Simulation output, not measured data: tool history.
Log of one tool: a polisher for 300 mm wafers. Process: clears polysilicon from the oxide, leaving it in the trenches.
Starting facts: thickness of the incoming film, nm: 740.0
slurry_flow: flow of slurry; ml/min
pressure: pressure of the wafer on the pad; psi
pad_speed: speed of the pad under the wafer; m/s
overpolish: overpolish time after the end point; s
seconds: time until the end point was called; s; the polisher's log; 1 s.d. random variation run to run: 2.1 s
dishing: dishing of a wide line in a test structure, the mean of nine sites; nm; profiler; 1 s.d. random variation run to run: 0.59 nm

run    day  slurry_flow  pressure  pad_speed  overpolish  seconds  dishing
  1      0          310       1.8       0.76          18   119.42   58.282
  2    0.3          310       1.6       0.74          20   136.24   58.097
  3  0.379          370       1.6       0.74          20   136.79    59.78
  4  0.517          370       1.4       0.72          21   156.89   56.339
  5  0.642          370       1.3       0.72          23   172.18   56.007
  6  0.662          335       1.3       0.72          23   173.54   57.019
     0.704  -- head pressure recalibrated
  7  0.704          335       1.2       0.72          24   204.83   53.091
  8  1.025          335       1.2       0.72          30   205.58   58.245
  9  1.112          325       1.2       0.72          30   202.02   58.889
 10  1.162          325         1       0.72          31   243.67   54.784
 11  1.342          340         1       0.72          31   237.82   55.287
 12  1.538          340         1       0.72          31   242.66   55.549
 13  1.846          355         1       0.72          31   241.26   55.488

The next listed run, before its measurement:
 14  1.892          360         1       0.72          31        ?        ?

{"run 14": {"seconds": 241.42, "dishing": 56.168}}

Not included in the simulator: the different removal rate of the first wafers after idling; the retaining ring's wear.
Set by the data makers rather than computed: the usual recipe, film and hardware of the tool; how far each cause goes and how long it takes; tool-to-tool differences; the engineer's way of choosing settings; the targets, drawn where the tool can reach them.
